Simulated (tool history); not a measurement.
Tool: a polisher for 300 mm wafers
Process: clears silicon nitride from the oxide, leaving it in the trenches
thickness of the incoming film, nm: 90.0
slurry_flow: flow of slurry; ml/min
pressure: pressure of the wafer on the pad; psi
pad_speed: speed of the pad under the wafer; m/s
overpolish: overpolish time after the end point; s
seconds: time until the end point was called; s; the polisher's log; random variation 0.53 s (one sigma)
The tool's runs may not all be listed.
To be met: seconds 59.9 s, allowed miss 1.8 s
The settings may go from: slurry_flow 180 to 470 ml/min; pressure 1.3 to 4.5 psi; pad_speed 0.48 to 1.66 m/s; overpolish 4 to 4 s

Run 1, day 0: slurry_flow 300 ml/min, pressure 2.9 psi, pad_speed 1.06 m/s, overpolish 4 s. Result: seconds 95.75 s.
Run 2, day 0.158: slurry_flow 300 ml/min, pressure 2.9 psi, pad_speed 1.06 m/s, overpolish 4 s. Result: seconds 93.853 s.
Run 3, day 0.321: slurry_flow 300 ml/min, pressure 3 psi, pad_speed 1.06 m/s, overpolish 4 s. Result: seconds 91.36 s.
Run 4, day 0.521: slurry_flow 300 ml/min, pressure 3.5 psi, pad_speed 1.06 m/s, overpolish 4 s. Result: seconds 81.698 s.
Run 5, day 0.558: slurry_flow 300 ml/min, pressure 3.6 psi, pad_speed 1.06 m/s, overpolish 4 s. Result: seconds 79.805 s.
Run 6, day 0.592: slurry_flow 300 ml/min, pressure 3.6 psi, pad_speed 0.94 m/s, overpolish 4 s. Result: seconds 91.426 s.
Run 7, day 0.688: slurry_flow 300 ml/min, pressure 3.7 psi, pad_speed 0.96 m/s, overpolish 4 s. Result: seconds 86.618 s.
Run 8, day 1.017: slurry_flow 305 ml/min, pressure 4.5 psi, pad_speed 1.08 m/s, overpolish 4 s. Result: seconds 65.177 s.
Run 9, day 1.204: slurry_flow 305 ml/min, pressure 4.5 psi, pad_speed 1.14 m/s, overpolish 4 s. Result: seconds 62.503 s.

5 next moves are on the table. One of them brings every result within its allowed miss. Which?
Run A, day 1.392: slurry_flow 270 ml/min, pressure 4.5 psi, pad_speed 1.12 m/s, overpolish 4 s. Result: seconds ?.
Run B, day 1.392: slurry_flow 325 ml/min, pressure 4.5 psi, pad_speed 1.18 m/s, overpolish 4 s. Result: seconds ?.
Run C, day 1.392: slurry_flow 305 ml/min, pressure 4.3 psi, pad_speed 1.14 m/s, overpolish 4 s. Result: seconds ?.
Run D, day 1.392: slurry_flow 325 ml/min, pressure 4.4 psi, pad_speed 1.14 m/s, overpolish 4 s. Result: seconds ?.
Run E, day 1.392: slurry_flow 365 ml/min, pressure 3.9 psi, pad_speed 1.22 m/s, overpolish 4 s. Result: seconds ?.

move  seconds
   A   64.593
   B   60.528
   C    65.22
   D   63.671
   E   65.297
A: further off than the last run
B: meets every target
C: further off than the last run
D: further off than the last run
E: further off than the last run
Move B is the one to make.
